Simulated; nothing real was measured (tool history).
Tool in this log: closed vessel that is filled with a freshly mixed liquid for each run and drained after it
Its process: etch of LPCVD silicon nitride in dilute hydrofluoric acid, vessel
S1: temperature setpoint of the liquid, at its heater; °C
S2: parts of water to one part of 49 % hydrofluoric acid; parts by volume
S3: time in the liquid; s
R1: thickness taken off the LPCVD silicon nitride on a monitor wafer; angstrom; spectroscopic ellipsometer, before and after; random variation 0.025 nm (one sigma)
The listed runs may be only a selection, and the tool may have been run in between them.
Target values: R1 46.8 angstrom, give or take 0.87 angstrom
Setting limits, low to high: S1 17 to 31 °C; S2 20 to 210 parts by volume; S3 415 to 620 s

| run | hour | S1 | S2 | S3 | R1 |
|---|---|---|---|---|---|
| 1 | 0 | 23 | 115 | 620 | 21.101 |
| 2 | 1.9 | 24 | 110 | 620 | 23.458 |
| 3 | 6.6 | 24 | 145 | 620 | 17.912 |
| 4 | 8.7 | 24 | 170 | 620 | 15.284 |
| 5 | 10.1 | 24 | 195 | 620 | 13.248 |
| 6 | 18.5 | 24 | 210 | 620 | 12.328 |
| 7 | 27.2 | 25 | 190 | 620 | 14.608 |
|  | 30 | hydrofluoric acid flow meter replaced |
| 8 | 30 | 26 | 175 | 620 | 18.669 |
| 9 | 31.8 | 26.5 | 165 | 620 | 20.678 |
| 10 | 39.2 | 27 | 160 | 620 | 21.835 |
| 11 | 42 | 27.5 | 150 | 620 | 24.146 |
| 12 | 50.1 | 28 | 145 | 620 | 25.576 |
| 13 | 50.7 | 28.5 | 140 | 620 | 27.517 |
| 14 | 56.6 | 29 | 135 | 620 | 29.346 |
| 15 | 61.5 | 29.5 | 130 | 620 | 31.632 |
| 16 | 62.1 | 29.5 | 125 | 620 | 32.836 |
| 17 | 70.7 | 29.5 | 120 | 620 | 33.959 |
| 18 | 78.1 | 29.5 | 115 | 620 | 35.617 |
| 19 | 82.6 | 29.5 | 110 | 620 | 37.415 |

Pick the move, out of 4, that brings all results within their allowed miss; only one does.
| A | 87.1 | 31 | 100 | 605 | ? |
| B | 87.1 | 31 | 130 | 605 | ? |
| C | 87.1 | 30 | 90 | 620 | ? |
| D | 87.1 | 31 | 105 | 600 | ? |

| move | R1 |
|---|---|
| A | 43.831 |
| B | 33.609 |
| C | 46.908 |
| D | 41.38 |
A: moves toward the targets from the last run without getting all of them in spec
B: lands further from the targets than the last run did
C: each result inside its tolerance
D: moves toward the targets from the last run without getting all of them in spec
Move C is the one to make.

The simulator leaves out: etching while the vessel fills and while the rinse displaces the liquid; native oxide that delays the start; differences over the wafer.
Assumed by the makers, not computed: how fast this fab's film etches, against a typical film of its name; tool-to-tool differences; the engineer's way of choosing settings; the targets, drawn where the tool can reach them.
